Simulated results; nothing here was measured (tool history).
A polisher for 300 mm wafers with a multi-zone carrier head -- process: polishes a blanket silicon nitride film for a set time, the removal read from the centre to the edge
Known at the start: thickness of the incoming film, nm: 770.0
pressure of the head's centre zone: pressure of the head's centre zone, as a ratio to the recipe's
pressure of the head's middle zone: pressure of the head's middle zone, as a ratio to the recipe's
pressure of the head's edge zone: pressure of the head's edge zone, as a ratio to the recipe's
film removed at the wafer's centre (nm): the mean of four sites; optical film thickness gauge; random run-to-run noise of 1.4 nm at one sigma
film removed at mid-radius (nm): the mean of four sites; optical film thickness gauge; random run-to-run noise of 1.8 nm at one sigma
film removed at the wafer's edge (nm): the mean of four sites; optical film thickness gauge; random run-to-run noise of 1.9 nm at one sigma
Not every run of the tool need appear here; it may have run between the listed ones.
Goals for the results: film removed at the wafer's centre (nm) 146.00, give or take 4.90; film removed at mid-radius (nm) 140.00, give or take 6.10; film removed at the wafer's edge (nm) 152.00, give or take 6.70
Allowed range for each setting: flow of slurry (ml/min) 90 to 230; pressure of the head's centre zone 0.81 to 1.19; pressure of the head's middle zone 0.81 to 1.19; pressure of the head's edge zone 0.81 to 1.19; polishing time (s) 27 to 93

run,hour,flow of slurry (ml/min),pressure of the head's centre zone,pressure of the head's middle zone,pressure of the head's edge zone,polishing time (s),film removed at the wafer's centre (nm),film removed at mid-radius (nm),film removed at the wafer's edge (nm)
1,0.0,150,1.00,1.00,1.00,59,106.77,109.69,106.65
2,1.3,150,1.00,1.00,0.93,59,106.28,108.84,101.58
3,7.7,150,1.00,1.00,0.95,60,107.50,107.30,106.20
4,14.2,150,1.00,1.04,0.95,60,105.36,112.14,107.63
5,18.5,150,1.02,1.04,0.97,61,111.27,115.93,108.56
6,25.9,150,1.02,1.03,0.99,62,114.39,118.10,110.69
7,33.0,150,1.02,1.03,0.99,62,112.41,117.02,111.01
8,35.3,150,1.02,1.02,1.01,64,118.47,119.08,114.93
9,35.9,150,1.01,1.01,1.02,65,118.23,117.35,118.65
10,41.2,155,1.01,1.01,1.03,66,121.60,124.03,121.23
11,46.8,155,1.01,1.00,1.04,67,122.14,124.38,124.34
12,49.5,155,1.01,0.99,1.05,68,125.96,123.91,126.56
13,53.5,160,1.01,0.99,1.06,69,126.98,126.55,128.24
14,57.8,160,1.01,0.99,1.06,69,125.47,124.51,130.04
15,60.2,160,1.02,0.99,1.07,70,131.95,128.36,131.38
16,65.8,160,1.02,0.99,1.08,71,133.79,130.55,133.04
17,69.0,160,1.02,0.99,1.09,72,134.88,130.07,133.50
18,74.3,160,1.02,0.99,1.09,72,130.39,133.84,136.61
19,75.9,165,1.02,0.98,1.10,72,133.91,128.35,137.86
20,77.7,180,1.03,1.00,1.12,74,140.30,137.76,146.27

Exactly one of the 4 candidate moves below puts every result within its allowed miss. Which one?
A,79.5,190,0.94,0.90,1.17,76,?,?,?
B,79.5,170,1.01,0.97,1.19,72,?,?,?
C,79.5,210,1.04,0.97,1.16,74,?,?,?
D,79.5,225,0.90,0.92,1.19,76,?,?,?

move,film removed at the wafer's centre (nm),film removed at mid-radius (nm),film removed at the wafer's edge (nm)
A,130.71,130.49,152.63
B,130.19,129.52,144.10
C,142.01,136.97,149.24
D,128.60,135.81,156.42
A: its largest miss is bigger than the last run's
B: its largest miss is bigger than the last run's
C: all results in spec
D: its largest miss is bigger than the last run's
The move that meets every target is C.

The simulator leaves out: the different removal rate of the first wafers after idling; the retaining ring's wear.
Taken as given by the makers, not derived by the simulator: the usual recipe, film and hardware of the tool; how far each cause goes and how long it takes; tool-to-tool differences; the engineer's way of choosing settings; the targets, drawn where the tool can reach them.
